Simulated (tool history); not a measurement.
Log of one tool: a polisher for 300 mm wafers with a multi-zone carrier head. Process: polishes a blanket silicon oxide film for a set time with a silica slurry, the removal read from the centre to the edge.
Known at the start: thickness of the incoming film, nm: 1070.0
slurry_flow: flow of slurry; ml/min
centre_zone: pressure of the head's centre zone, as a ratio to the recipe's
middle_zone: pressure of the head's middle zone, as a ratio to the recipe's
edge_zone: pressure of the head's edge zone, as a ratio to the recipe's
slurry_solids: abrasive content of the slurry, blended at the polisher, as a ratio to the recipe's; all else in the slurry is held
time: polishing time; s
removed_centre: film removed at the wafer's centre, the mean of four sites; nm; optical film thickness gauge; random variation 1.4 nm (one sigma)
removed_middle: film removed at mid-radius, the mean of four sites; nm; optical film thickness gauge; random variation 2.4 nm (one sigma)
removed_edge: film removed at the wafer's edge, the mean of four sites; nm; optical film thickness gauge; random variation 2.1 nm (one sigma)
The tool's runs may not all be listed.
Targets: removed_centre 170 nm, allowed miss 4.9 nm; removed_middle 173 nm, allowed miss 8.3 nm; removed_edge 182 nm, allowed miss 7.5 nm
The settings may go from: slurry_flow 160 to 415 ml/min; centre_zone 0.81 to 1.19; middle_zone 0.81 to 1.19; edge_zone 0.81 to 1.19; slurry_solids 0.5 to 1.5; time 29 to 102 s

run,hour,slurry_flow,centre_zone,middle_zone,edge_zone,slurry_solids,time,removed_centre,removed_middle,removed_edge
1,0,265,1,1,1,1,65,260.35,255.18,249.74
2,8.9,265,0.96,1,1,1,65,249.37,250.15,251.28
3,15.1,305,0.96,1,1,1,65,248.16,259.88,254.59
4,16,300,0.95,0.99,0.99,0.95,65,248.54,249.04,241.2
5,23.8,295,0.93,0.99,1.01,0.9,64,230.5,240.54,236.95
6,28.9,295,0.93,0.99,1.06,0.9,64,231.92,238.34,242.96
7,32.8,290,0.91,0.98,1.06,0.85,64,216.51,229.88,240.86
8,36.4,290,0.91,0.98,1.06,0.85,64,224.01,230.37,241.86
9,44.8,290,0.9,0.97,1.05,0.8,63,210.12,219.86,228.08
10,47.1,285,0.89,0.95,1.03,0.75,63,201.07,207.51,221.33
11,55.4,285,0.88,0.94,1.01,0.7,63,191.87,201.87,219.47
12,58.8,290,0.89,0.94,1,0.65,62,189.26,192.18,200.44
13,61.4,285,0.89,0.93,0.99,0.65,62,189.27,193.22,196.57
14,63.1,250,0.82,0.83,0.96,0.55,62,159.33,163.01,187.82
15,70.1,255,0.83,0.84,0.96,0.55,62,159.73,169.5,184.91
16,77.8,260,0.84,0.84,0.96,0.55,62,166.2,167.79,185.29

Which of these 4 next moves meets every target?
A,85.5,330,0.81,0.81,0.86,0.9,51,?,?,?
B,85.5,245,0.88,0.81,1,0.5,62,?,?,?
C,85.5,220,0.88,0.9,0.94,0.65,58,?,?,?
D,85.5,280,0.89,0.81,0.99,0.5,63,?,?,?

move,removed_centre,removed_middle,removed_edge
A,159.77,166.41,177.57
B,162.58,156.11,179.93
C,166.97,173.01,179.85
D,169.46,160.64,183.71
A: further off than the last run
B: further off than the last run
C: meets every target
D: brings the result that was furthest off to its target, and leaves another outside
Move C is the one to make.

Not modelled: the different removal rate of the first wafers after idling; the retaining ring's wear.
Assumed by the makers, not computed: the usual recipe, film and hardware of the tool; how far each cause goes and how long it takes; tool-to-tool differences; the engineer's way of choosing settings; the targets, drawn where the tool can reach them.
